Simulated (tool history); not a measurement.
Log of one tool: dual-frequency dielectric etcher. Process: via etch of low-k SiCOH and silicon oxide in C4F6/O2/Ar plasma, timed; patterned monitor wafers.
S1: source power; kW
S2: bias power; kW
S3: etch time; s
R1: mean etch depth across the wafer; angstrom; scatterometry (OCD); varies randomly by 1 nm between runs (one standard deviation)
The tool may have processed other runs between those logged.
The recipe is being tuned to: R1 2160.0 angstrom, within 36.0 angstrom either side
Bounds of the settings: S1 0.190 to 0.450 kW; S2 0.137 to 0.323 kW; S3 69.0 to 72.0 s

run  hour     S1     S2    S3      R1
  1   0.0  0.320  0.230  69.0  1822.5
  2   6.1  0.340  0.234  69.0  1897.3
  3  13.4  0.360  0.235  69.0  1929.8
  4  17.6  0.360  0.252  69.0  2002.3
  5  26.0  0.370  0.253  69.0  2025.2
  6  34.8  0.370  0.253  69.0  2039.1
  7  39.4  0.380  0.254  69.0  2049.2
  8  47.0  0.390  0.255  69.0  2082.8
  9  53.9  0.400  0.256  69.0  2110.9

Next run, 5 choices. One meets every target within its allowed miss, the rest don't. Which?
  A  60.8  0.390  0.271  70.5   ?
  B  60.8  0.420  0.220  69.5   ?
  C  60.8  0.430  0.260  70.0   ?
  D  60.8  0.360  0.247  71.0   ?
  E  60.8  0.390  0.249  69.0   ?

move      R1
   A  2174.0
   B  2081.0
   C  2228.1
   D  2049.6
   E  2072.6
A: all results in spec
B: the biggest miss grows against the last run
C: carries the result that was furthest off beyond its target, to the other side
D: the biggest miss grows against the last run
E: the biggest miss grows against the last run
A meets every target.
